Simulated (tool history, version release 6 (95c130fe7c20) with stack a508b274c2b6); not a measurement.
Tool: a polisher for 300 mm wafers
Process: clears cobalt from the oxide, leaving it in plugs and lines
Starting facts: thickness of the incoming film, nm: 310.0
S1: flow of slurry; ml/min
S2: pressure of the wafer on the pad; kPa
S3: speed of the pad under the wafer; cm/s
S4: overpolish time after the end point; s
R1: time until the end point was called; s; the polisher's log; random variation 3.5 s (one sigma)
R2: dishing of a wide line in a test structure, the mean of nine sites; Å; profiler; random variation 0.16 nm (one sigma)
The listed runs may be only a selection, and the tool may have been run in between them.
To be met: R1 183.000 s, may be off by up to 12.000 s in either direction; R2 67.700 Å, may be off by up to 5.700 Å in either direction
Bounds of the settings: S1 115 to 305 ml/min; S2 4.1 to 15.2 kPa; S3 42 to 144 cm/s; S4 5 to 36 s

| run | hour | S1 | S2 | S3 | S4 | R1 | R2 |
|---|---|---|---|---|---|---|---|
| 1 | 0.0 | 195 | 9.7 | 92 | 18 | 111.510 | 202.860 |
| 2 | 1.8 | 195 | 9.7 | 92 | 24 | 111.000 | 223.980 |
| 3 | 9.0 | 195 | 11.7 | 92 | 24 | 91.656 | 230.480 |
| 4 | 14.6 | 185 | 11.7 | 84 | 21 | 103.820 | 219.650 |
| 5 | 22.5 | 185 | 11.7 | 70 | 21 | 123.560 | 201.650 |
| 6 | 29.8 | 200 | 11.0 | 66 | 19 | 133.390 | 198.930 |
| 7 | 37.2 | 190 | 11.0 | 62 | 17 | 150.030 | 172.270 |
| 8 | 44.9 | 180 | 11.0 | 60 | 15 | 150.070 | 171.720 |
| 9 | 48.9 | 235 | 8.3 | 86 | 6 | 131.890 | 100.030 |
| 10 | 54.6 | 245 | 7.6 | 86 | 6 | 142.270 | 94.270 |

4 candidate next runs follow, results not yet known. Just one meets every target within its allowed miss. Identify it.
| A | 60.3 | 255 | 8.3 | 98 | 5 | ? | ? |
| B | 60.3 | 245 | 8.3 | 100 | 11 | ? | ? |
| C | 60.3 | 305 | 5.5 | 86 | 5 | ? | ? |
| D | 60.3 | 160 | 7.6 | 110 | 8 | ? | ? |

| move | R1 | R2 |
|---|---|---|
| A | 117.070 | 97.273 |
| B | 115.500 | 163.210 |
| C | 189.000 | 66.453 |
| D | 124.390 | 129.730 |
A: the biggest miss grows against the last run
B: the biggest miss grows against the last run
C: every result within its allowed miss
D: the biggest miss grows against the last run
Answer: C
